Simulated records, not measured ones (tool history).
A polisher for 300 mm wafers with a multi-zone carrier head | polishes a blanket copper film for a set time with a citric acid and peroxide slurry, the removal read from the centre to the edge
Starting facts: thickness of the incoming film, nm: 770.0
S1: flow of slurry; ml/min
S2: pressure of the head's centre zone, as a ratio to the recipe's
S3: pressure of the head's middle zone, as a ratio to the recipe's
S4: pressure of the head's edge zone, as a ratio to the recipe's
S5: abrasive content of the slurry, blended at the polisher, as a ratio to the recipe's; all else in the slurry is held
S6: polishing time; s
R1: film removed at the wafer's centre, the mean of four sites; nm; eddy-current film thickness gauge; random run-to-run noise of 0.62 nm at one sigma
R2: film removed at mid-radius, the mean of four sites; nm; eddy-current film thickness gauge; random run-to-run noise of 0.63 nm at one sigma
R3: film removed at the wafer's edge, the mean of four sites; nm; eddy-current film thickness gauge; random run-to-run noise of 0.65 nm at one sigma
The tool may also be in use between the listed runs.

{"run": 1, "hour": 0.0, "S1": 175, "S2": 1, "S3": 1, "S4": 1, "S5": 1, "S6": 41, "R1": 91.54, "R2": 94.257, "R3": 94.001}
{"run": 2, "hour": 4.3, "S1": 175, "S2": 1, "S3": 1, "S4": 1, "S5": 1, "S6": 31, "R1": 68.004, "R2": 70.938, "R3": 70.678}
{"run": 3, "hour": 10.6, "S1": 175, "S2": 1, "S3": 1, "S4": 0.95, "S5": 1, "S6": 31, "R1": 70.08, "R2": 70.915, "R3": 68.967}
{"run": 4, "hour": 19.1, "S1": 170, "S2": 0.98, "S3": 0.98, "S4": 0.96, "S5": 0.95, "S6": 30, "R1": 66.812, "R2": 65.143, "R3": 66.413}
{"run": 5, "hour": 25.6, "S1": 165, "S2": 0.96, "S3": 0.98, "S4": 0.98, "S5": 0.9, "S6": 29, "R1": 60.803, "R2": 63.033, "R3": 62.641}
{"run": 6, "hour": 29.7, "S1": 160, "S2": 0.94, "S3": 0.96, "S4": 1, "S5": 0.85, "S6": 29, "R1": 57.329, "R2": 61.716, "R3": 62.546}
{"run": 7, "hour": 30.8, "S1": 155, "S2": 0.94, "S3": 0.94, "S4": 1.01, "S5": 0.8, "S6": 28, "R1": 53.91, "R2": 56.66, "R3": 59.565}
{"run": 8, "hour": 37.8, "S1": 150, "S2": 0.93, "S3": 0.92, "S4": 1.01, "S5": 0.75, "S6": 28, "R1": 53.387, "R2": 53.402, "R3": 57.441}
{"run": 9, "hour": 45.8, "S1": 145, "S2": 0.92, "S3": 0.91, "S4": 1.01, "S5": 0.75, "S6": 28, "R1": 53.342, "R2": 53.684, "R3": 57.746}
{"run": 10, "hour": 51.4, "S1": 145, "S2": 0.91, "S3": 0.9, "S4": 1.02, "S5": 0.7, "S6": 28, "R1": 50.269, "R2": 51.248, "R3": 57.929}
{"run": 11, "hour": 58.9, "S1": 145, "S2": 0.9, "S3": 0.89, "S4": 1.01, "S5": 0.65, "S6": 28, "R1": 49.353, "R2": 49.818, "R3": 56.337}
{"run": 12, "hour": 65.9, "S1": 145, "S2": 0.89, "S3": 0.88, "S4": 1.01, "S5": 0.65, "S6": 28, "R1": 47.835, "R2": 49.434, "R3": 56.524}
{"run": 13, "hour": 69.3, "S1": 140, "S2": 0.89, "S3": 0.88, "S4": 1, "S5": 0.65, "S6": 28, "R1": 48.472, "R2": 49.398, "R3": 55.689}

What does the tool deliver on the next run?
{"run": 14, "hour": 77.7, "S1": 140, "S2": 0.88, "S3": 0.87, "S4": 1, "S5": 0.65, "S6": 28, "R1": "?", "R2": "?", "R3": "?"}

{"run 14": {"R1": 47.929, "R2": 49.32, "R3": 56.519}}
